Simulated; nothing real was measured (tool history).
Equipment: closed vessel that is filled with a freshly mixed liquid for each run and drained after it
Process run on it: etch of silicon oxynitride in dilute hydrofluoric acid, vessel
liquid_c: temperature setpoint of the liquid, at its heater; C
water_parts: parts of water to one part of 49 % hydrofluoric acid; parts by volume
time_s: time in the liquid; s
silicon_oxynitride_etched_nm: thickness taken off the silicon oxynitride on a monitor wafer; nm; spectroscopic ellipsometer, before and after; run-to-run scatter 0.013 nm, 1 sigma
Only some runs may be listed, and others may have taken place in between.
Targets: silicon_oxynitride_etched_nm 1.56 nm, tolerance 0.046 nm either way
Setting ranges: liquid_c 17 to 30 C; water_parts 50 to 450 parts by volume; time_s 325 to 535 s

{"run": 1, "hour": 0.0, "liquid_c": 22, "water_parts": 250, "time_s": 535, "silicon_oxynitride_etched_nm": 3.198}
{"run": 2, "hour": 3.1, "liquid_c": 21.5, "water_parts": 265, "time_s": 535, "silicon_oxynitride_etched_nm": 2.9026}
{"run": 3, "hour": 10.8, "liquid_c": 21.5, "water_parts": 265, "time_s": 325, "silicon_oxynitride_etched_nm": 1.785}
{"run": 4, "hour": 13.5, "liquid_c": 20.5, "water_parts": 265, "time_s": 325, "silicon_oxynitride_etched_nm": 1.6974}
{"run": 5, "hour": 16.8, "liquid_c": 20, "water_parts": 265, "time_s": 325, "silicon_oxynitride_etched_nm": 1.6353}
{"run": 6, "hour": 19.0, "liquid_c": 23.5, "water_parts": 265, "time_s": 325, "silicon_oxynitride_etched_nm": 1.9346}
{"run": 7, "hour": 20.9, "liquid_c": 22.5, "water_parts": 265, "time_s": 325, "silicon_oxynitride_etched_nm": 1.8413}
{"run": 8, "hour": 29.2, "liquid_c": 22, "water_parts": 265, "time_s": 325, "silicon_oxynitride_etched_nm": 1.8096}
{"run": 9, "hour": 32.7, "liquid_c": 21.5, "water_parts": 265, "time_s": 325, "silicon_oxynitride_etched_nm": 1.7647}
{"run": 10, "hour": 41.5, "liquid_c": 21, "water_parts": 265, "time_s": 325, "silicon_oxynitride_etched_nm": 1.7535}
{"run": 11, "hour": 44.3, "liquid_c": 20.5, "water_parts": 265, "time_s": 325, "silicon_oxynitride_etched_nm": 1.7092}
{"run": 12, "hour": 48.0, "liquid_c": 19.5, "water_parts": 265, "time_s": 325, "silicon_oxynitride_etched_nm": 1.6269}

4 candidate next runs follow, results not yet known. Just one meets every target within its allowed miss. Identify it.
{"run": "A", "hour": 51.7, "liquid_c": 17, "water_parts": 230, "time_s": 325, "silicon_oxynitride_etched_nm": "?"}
{"run": "B", "hour": 51.7, "liquid_c": 21, "water_parts": 290, "time_s": 350, "silicon_oxynitride_etched_nm": "?"}
{"run": "C", "hour": 51.7, "liquid_c": 18, "water_parts": 305, "time_s": 390, "silicon_oxynitride_etched_nm": "?"}
{"run": "D", "hour": 51.7, "liquid_c": 21.5, "water_parts": 285, "time_s": 345, "silicon_oxynitride_etched_nm": "?"}

move=A silicon_oxynitride_etched_nm=1.7113
move=B silicon_oxynitride_etched_nm=1.6924
move=C silicon_oxynitride_etched_nm=1.5544
move=D silicon_oxynitride_etched_nm=1.7407
A: misses by more than the last run did
B: misses by more than the last run did
C: in spec on every target
D: misses by more than the last run did
Go with C: it meets all targets.
